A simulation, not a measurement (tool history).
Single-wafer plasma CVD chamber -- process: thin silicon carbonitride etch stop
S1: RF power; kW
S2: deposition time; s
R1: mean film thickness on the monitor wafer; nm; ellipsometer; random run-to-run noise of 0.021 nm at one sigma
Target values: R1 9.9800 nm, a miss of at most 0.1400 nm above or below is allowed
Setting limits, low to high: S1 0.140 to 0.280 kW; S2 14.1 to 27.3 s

Run 1, hour 0.0: S1 0.210 kW, S2 20.7 s. Result: R1 11.8830 nm.
Run 2, hour 2.2: S1 0.240 kW, S2 20.7 s. Result: R1 12.3050 nm.
Run 3, hour 10.8: S1 0.225 kW, S2 20.7 s. Result: R1 12.0410 nm.
Run 4, hour 12.5: S1 0.225 kW, S2 23.2 s. Result: R1 13.5320 nm.
Run 5, hour 15.0: S1 0.225 kW, S2 25.5 s. Result: R1 14.8810 nm.
Run 6, hour 23.3: S1 0.210 kW, S2 23.8 s. Result: R1 13.6720 nm.
Run 7, hour 28.7: S1 0.200 kW, S2 22.4 s. Result: R1 12.7090 nm.
Run 8, hour 36.1: S1 0.190 kW, S2 21.3 s. Result: R1 11.8670 nm.
Run 9, hour 44.1: S1 0.155 kW, S2 18.5 s. Result: R1 9.7928 nm.

Which one of the following 5 next-run settings gets every result inside its allowed miss? There is exactly one.
Run A, hour 52.1: S1 0.150 kW, S2 18.2 s. Result: R1 ?.
Run B, hour 52.1: S1 0.160 kW, S2 18.7 s. Result: R1 ?.
Run C, hour 52.1: S1 0.175 kW, S2 17.6 s. Result: R1 ?.
Run D, hour 52.1: S1 0.150 kW, S2 18.1 s. Result: R1 ?.
Run E, hour 52.1: S1 0.200 kW, S2 16.9 s. Result: R1 ?.

move      R1
   A  9.5647
   B  9.9902
   C  9.6218
   D  9.5122
   E  9.5670
A: misses by more than the last run did
B: hits every target within its allowed miss
C: misses by more than the last run did
D: misses by more than the last run did
E: misses by more than the last run did
Go with B: it meets all targets.
